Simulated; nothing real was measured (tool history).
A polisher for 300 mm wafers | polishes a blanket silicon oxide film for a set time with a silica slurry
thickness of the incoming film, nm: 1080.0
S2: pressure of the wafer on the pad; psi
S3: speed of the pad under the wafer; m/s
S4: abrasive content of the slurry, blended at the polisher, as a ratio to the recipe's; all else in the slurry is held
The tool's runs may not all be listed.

run 1 day=0 | flow_of_slurry_(ml/min)=290 S2=5.1 S3=1.2 S4=1 polishing_time_(s)=57 | film_removed_(Å)=2249.8
run 2 day=0.288 | flow_of_slurry_(ml/min)=290 S2=5 S3=1.2 S4=1 polishing_time_(s)=57 | film_removed_(Å)=2199.2
run 3 day=0.462 | flow_of_slurry_(ml/min)=290 S2=3.9 S3=1.2 S4=1 polishing_time_(s)=57 | film_removed_(Å)=1905.2
run 4 day=0.792 | flow_of_slurry_(ml/min)=290 S2=3.8 S3=1.2 S4=1 polishing_time_(s)=57 | film_removed_(Å)=1876.2
run 5 day=0.979 | flow_of_slurry_(ml/min)=335 S2=3.8 S3=1.2 S4=1 polishing_time_(s)=57 | film_removed_(Å)=1906.2
run 6 day=1.071 | flow_of_slurry_(ml/min)=335 S2=3.8 S3=1.36 S4=1 polishing_time_(s)=57 | film_removed_(Å)=2102
run 7 day=1.4 | flow_of_slurry_(ml/min)=330 S2=3.7 S3=1.36 S4=1 polishing_time_(s)=57 | film_removed_(Å)=2063.5
run 8 day=1.729 | flow_of_slurry_(ml/min)=325 S2=3.6 S3=1.36 S4=1 polishing_time_(s)=57 | film_removed_(Å)=2025.4
run 9 day=1.862 | flow_of_slurry_(ml/min)=320 S2=3.5 S3=1.36 S4=1 polishing_time_(s)=57 | film_removed_(Å)=2019.6
run 10 day=1.896 | flow_of_slurry_(ml/min)=320 S2=3.4 S3=1.36 S4=1 polishing_time_(s)=57 | film_removed_(Å)=1971.4
run 11 day=2.125 | flow_of_slurry_(ml/min)=315 S2=3.3 S3=1.36 S4=1 polishing_time_(s)=57 | film_removed_(Å)=1942.9

Forecast run 12:
run 12 day=2.275 | flow_of_slurry_(ml/min)=310 S2=3.2 S3=1.36 S4=1 polishing_time_(s)=57 | film_removed_(Å)=?

{"run 12": {"film removed (Å)": 1886}}

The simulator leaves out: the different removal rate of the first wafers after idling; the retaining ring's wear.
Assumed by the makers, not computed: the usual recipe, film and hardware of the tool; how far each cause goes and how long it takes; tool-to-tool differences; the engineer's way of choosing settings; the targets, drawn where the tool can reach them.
